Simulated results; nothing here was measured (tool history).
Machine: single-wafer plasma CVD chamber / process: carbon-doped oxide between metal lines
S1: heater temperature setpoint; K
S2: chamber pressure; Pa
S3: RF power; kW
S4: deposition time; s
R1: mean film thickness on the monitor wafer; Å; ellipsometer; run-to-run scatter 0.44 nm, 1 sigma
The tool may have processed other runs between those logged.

run 1 hour=0.0 | S1=638.15 S2=761 S3=0.440 S4=23.0 | R1=1037.20
run 2 hour=4.3 | S1=638.15 S2=761 S3=0.440 S4=23.0 | R1=1032.50
run 3 hour=8.1 | S1=638.15 S2=864 S3=0.440 S4=23.0 | R1=1056.10
run 4 hour=11.2 | S1=638.15 S2=864 S3=0.440 S4=23.0 | R1=1054.70
run 5 hour=18.0 | S1=638.15 S2=864 S3=0.415 S4=23.0 | R1=1002.40
run 6 hour=22.2 | S1=638.15 S2=801 S3=0.415 S4=23.0 | R1=990.94
run 7 hour=26.0 | S1=638.15 S2=801 S3=0.415 S4=23.0 | R1=996.99
run 8 hour=28.6 | S1=636.15 S2=840 S3=0.430 S4=23.0 | R1=1040.90
run 9 hour=30.7 | S1=632.15 S2=873 S3=0.435 S4=23.0 | R1=1053.90
run 10 hour=32.0 | S1=632.15 S2=897 S3=0.445 S4=23.0 | R1=1084.60

What does the tool deliver on the next run?
run 11 hour=40.5 | S1=631.15 S2=927 S3=0.450 S4=23.0 | R1=?

{"run 11": {"R1": 1090.9}}
